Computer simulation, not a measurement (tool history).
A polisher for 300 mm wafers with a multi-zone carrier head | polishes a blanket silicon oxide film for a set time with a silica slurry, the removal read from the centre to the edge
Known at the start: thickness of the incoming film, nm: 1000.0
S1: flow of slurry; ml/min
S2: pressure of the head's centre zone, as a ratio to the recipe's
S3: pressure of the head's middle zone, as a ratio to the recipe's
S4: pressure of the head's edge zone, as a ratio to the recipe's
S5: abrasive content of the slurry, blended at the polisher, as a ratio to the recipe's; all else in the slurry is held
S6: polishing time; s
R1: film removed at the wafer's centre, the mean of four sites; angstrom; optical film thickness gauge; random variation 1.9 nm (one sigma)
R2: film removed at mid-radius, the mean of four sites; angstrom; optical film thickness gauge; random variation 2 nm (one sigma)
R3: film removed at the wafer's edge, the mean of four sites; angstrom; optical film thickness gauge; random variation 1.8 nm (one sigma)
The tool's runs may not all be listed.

Run 1, day 0: S1 150 ml/min, S2 1, S3 1, S4 1, S5 1, S6 67 s. Result: R1 2545.1 angstrom, R2 2541.5 angstrom, R3 2535.8 angstrom.
Run 2, day 0.133: S1 150 ml/min, S2 1, S3 1, S4 0.93, S5 1, S6 67 s. Result: R1 2560 angstrom, R2 2551.9 angstrom, R3 2480.2 angstrom.
Run 3, day 0.325: S1 150 ml/min, S2 1, S3 1, S4 0.93, S5 1, S6 73 s. Result: R1 2798.1 angstrom, R2 2821.3 angstrom, R3 2684.7 angstrom.
Run 4, day 0.383: S1 150 ml/min, S2 1, S3 1, S4 0.93, S5 1.15, S6 73 s. Result: R1 2942.8 angstrom, R2 2942 angstrom, R3 2838.1 angstrom.
Run 5, day 0.412: S1 140 ml/min, S2 1.01, S3 0.96, S4 0.9, S5 1.05, S6 73 s. Result: R1 2833.1 angstrom, R2 2703.3 angstrom, R3 2682.7 angstrom.
Run 6, day 0.675: S1 140 ml/min, S2 1.01, S3 0.96, S4 0.85, S5 1.05, S6 73 s. Result: R1 2848.4 angstrom, R2 2716.5 angstrom, R3 2580 angstrom.
Run 7, day 0.758: S1 140 ml/min, S2 1.01, S3 0.96, S4 0.85, S5 1.05, S6 73 s. Result: R1 2824.8 angstrom, R2 2734 angstrom, R3 2661.8 angstrom.
Run 8, day 0.967: S1 135 ml/min, S2 1.03, S3 0.94, S4 0.84, S5 0.95, S6 73 s. Result: R1 2744.3 angstrom, R2 2581.8 angstrom, R3 2451.8 angstrom.
Run 9, day 1.154: S1 125 ml/min, S2 1.03, S3 0.91, S4 0.83, S5 0.95, S6 73 s. Result: R1 2697.4 angstrom, R2 2413.4 angstrom, R3 2469.7 angstrom.

Forecast run 10:
Run 10, day 1.338: S1 125 ml/min, S2 1.03, S3 0.91, S4 0.83, S5 0.95, S6 73 s. Result: R1 ?, R2 ?, R3 ?.

Run 10 gave R1 2681.3 angstrom, R2 2431.8 angstrom, R3 2459.4 angstrom.
